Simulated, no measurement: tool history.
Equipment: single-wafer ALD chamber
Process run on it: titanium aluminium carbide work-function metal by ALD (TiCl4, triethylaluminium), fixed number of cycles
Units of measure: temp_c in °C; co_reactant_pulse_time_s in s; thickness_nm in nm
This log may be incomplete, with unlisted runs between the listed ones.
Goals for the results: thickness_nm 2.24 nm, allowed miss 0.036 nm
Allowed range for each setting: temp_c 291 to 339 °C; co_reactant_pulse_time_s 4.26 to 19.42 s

Run 1, hour 0: temp_c 315 °C, co_reactant_pulse_time_s 11.84 s. Result: thickness_nm 2.0765 nm.
Run 2, hour 4.9: temp_c 321 °C, co_reactant_pulse_time_s 11.84 s. Result: thickness_nm 2.1497 nm.
Run 3, hour 5.8: temp_c 321 °C, co_reactant_pulse_time_s 9.34 s. Result: thickness_nm 2.0769 nm.
Run 4, hour 11.3: temp_c 323 °C, co_reactant_pulse_time_s 9.5 s. Result: thickness_nm 2.0948 nm.
Run 5, hour 14.4: temp_c 325 °C, co_reactant_pulse_time_s 9.67 s. Result: thickness_nm 2.1452 nm.
Run 6, hour 18.8: temp_c 325 °C, co_reactant_pulse_time_s 10.81 s. Result: thickness_nm 2.1573 nm.
Run 7, hour 21.2: temp_c 326 °C, co_reactant_pulse_time_s 10.89 s. Result: thickness_nm 2.1759 nm.
Run 8, hour 27.6: temp_c 327 °C, co_reactant_pulse_time_s 10.94 s. Result: thickness_nm 2.1568 nm.
Run 9, hour 36.6: temp_c 328 °C, co_reactant_pulse_time_s 11.12 s. Result: thickness_nm 2.1931 nm.
Run 10, hour 40.7: temp_c 329 °C, co_reactant_pulse_time_s 11.17 s. Result: thickness_nm 2.1761 nm.
Run 11, hour 45.1: temp_c 330 °C, co_reactant_pulse_time_s 11.32 s. Result: thickness_nm 2.1899 nm.

Next run, 4 choices. One meets every target within its allowed miss, the rest don't. Which?
Run A, hour 49.5: temp_c 326 °C, co_reactant_pulse_time_s 10.3 s. Result: thickness_nm ?.
Run B, hour 49.5: temp_c 336 °C, co_reactant_pulse_time_s 11.15 s. Result: thickness_nm ?.
Run C, hour 49.5: temp_c 328 °C, co_reactant_pulse_time_s 8.66 s. Result: thickness_nm ?.
Run D, hour 49.5: temp_c 325 °C, co_reactant_pulse_time_s 10.25 s. Result: thickness_nm ?.

move  thickness_nm
   A        2.1574
   B        2.2499
   C         2.125
   D        2.1488
A: further off than the last run
B: in spec on every target
C: further off than the last run
D: further off than the last run
B meets every target.

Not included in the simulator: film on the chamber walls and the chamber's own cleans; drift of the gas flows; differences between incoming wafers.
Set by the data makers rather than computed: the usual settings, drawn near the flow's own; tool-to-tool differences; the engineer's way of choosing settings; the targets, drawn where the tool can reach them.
